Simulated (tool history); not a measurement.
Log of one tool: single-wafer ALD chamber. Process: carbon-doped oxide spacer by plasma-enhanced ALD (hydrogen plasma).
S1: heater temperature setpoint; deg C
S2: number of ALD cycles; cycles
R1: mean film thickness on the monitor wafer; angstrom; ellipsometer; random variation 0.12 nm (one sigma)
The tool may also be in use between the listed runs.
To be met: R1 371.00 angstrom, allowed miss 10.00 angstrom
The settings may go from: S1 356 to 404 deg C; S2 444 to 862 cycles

Run 1, hour 0.0: S1 380 deg C, S2 653 cycles. Result: R1 293.05 angstrom.
Run 2, hour 4.1: S1 380 deg C, S2 692 cycles. Result: R1 312.13 angstrom.
Run 3, hour 6.1: S1 385 deg C, S2 692 cycles. Result: R1 309.45 angstrom.
Run 4, hour 9.7: S1 385 deg C, S2 635 cycles. Result: R1 284.86 angstrom.
Run 5, hour 17.6: S1 385 deg C, S2 566 cycles. Result: R1 255.08 angstrom.
Run 6, hour 21.7: S1 385 deg C, S2 515 cycles. Result: R1 231.83 angstrom.
Run 7, hour 26.9: S1 385 deg C, S2 619 cycles. Result: R1 279.58 angstrom.
Run 8, hour 31.4: S1 385 deg C, S2 619 cycles. Result: R1 277.03 angstrom.
Run 9, hour 40.6: S1 385 deg C, S2 666 cycles. Result: R1 298.61 angstrom.

Which of these 5 next moves meets every target?
Run A, hour 49.8: S1 380 deg C, S2 831 cycles. Result: R1 ?.
Run B, hour 49.8: S1 396 deg C, S2 862 cycles. Result: R1 ?.
Run C, hour 49.8: S1 396 deg C, S2 858 cycles. Result: R1 ?.
Run D, hour 49.8: S1 389 deg C, S2 859 cycles. Result: R1 ?.
Run E, hour 49.8: S1 374 deg C, S2 563 cycles. Result: R1 ?.

move      R1
   A  373.37
   B  387.30
   C  385.51
   D  385.95
   E  252.96
A: meets every target
B: takes the result that was furthest off past its target
C: takes the result that was furthest off past its target
D: takes the result that was furthest off past its target
E: further off than the last run
Answer: A

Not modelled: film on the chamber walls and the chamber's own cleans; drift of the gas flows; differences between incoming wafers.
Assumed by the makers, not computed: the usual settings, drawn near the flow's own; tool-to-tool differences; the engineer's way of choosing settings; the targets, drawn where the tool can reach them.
